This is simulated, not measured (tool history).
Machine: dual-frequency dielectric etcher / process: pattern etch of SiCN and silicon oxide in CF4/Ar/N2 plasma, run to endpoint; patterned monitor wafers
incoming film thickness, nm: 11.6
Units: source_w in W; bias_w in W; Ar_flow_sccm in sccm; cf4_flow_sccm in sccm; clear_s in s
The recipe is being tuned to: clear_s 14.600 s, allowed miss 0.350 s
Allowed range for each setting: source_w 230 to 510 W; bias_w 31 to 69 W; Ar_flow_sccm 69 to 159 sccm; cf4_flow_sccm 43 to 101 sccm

{"run": 1, "hour": 0.0, "source_w": 370, "bias_w": 50, "Ar_flow_sccm": 114, "cf4_flow_sccm": 72, "clear_s": 19.596}
{"run": 2, "hour": 4.8, "source_w": 370, "bias_w": 50, "Ar_flow_sccm": 102, "cf4_flow_sccm": 72, "clear_s": 18.89}
{"run": 3, "hour": 5.5, "source_w": 370, "bias_w": 50, "Ar_flow_sccm": 102, "cf4_flow_sccm": 79, "clear_s": 18.831}
{"run": 4, "hour": 13.6, "source_w": 370, "bias_w": 50, "Ar_flow_sccm": 119, "cf4_flow_sccm": 79, "clear_s": 19.247}
{"run": 5, "hour": 22.6, "source_w": 370, "bias_w": 50, "Ar_flow_sccm": 110, "cf4_flow_sccm": 79, "clear_s": 19.069}
{"run": 6, "hour": 25.5, "source_w": 370, "bias_w": 50, "Ar_flow_sccm": 110, "cf4_flow_sccm": 71, "clear_s": 19.302}
{"run": 7, "hour": 28.9, "source_w": 440, "bias_w": 52, "Ar_flow_sccm": 108, "cf4_flow_sccm": 71, "clear_s": 15.781}
{"run": 8, "hour": 37.7, "source_w": 460, "bias_w": 52, "Ar_flow_sccm": 108, "cf4_flow_sccm": 71, "clear_s": 15.054}

Which of these 5 next moves meets every target?
{"run": "A", "hour": 46.5, "source_w": 450, "bias_w": 49, "Ar_flow_sccm": 118, "cf4_flow_sccm": 70, "clear_s": "?"}
{"run": "B", "hour": 46.5, "source_w": 440, "bias_w": 52, "Ar_flow_sccm": 116, "cf4_flow_sccm": 80, "clear_s": "?"}
{"run": "C", "hour": 46.5, "source_w": 490, "bias_w": 63, "Ar_flow_sccm": 106, "cf4_flow_sccm": 55, "clear_s": "?"}
{"run": "D", "hour": 46.5, "source_w": 430, "bias_w": 55, "Ar_flow_sccm": 73, "cf4_flow_sccm": 81, "clear_s": "?"}
{"run": "E", "hour": 46.5, "source_w": 500, "bias_w": 60, "Ar_flow_sccm": 125, "cf4_flow_sccm": 68, "clear_s": "?"}

move=A clear_s=16.148
move=B clear_s=15.826
move=C clear_s=13.903
move=D clear_s=14.693
move=E clear_s=13.758
A: lands further from the targets than the last run did
B: lands further from the targets than the last run did
C: moves the result that the last run missed by most past its target, out the other side
D: every result lands within tolerance
E: moves the result that the last run missed by most past its target, out the other side
So the answer is move D, the one that meets all the targets.
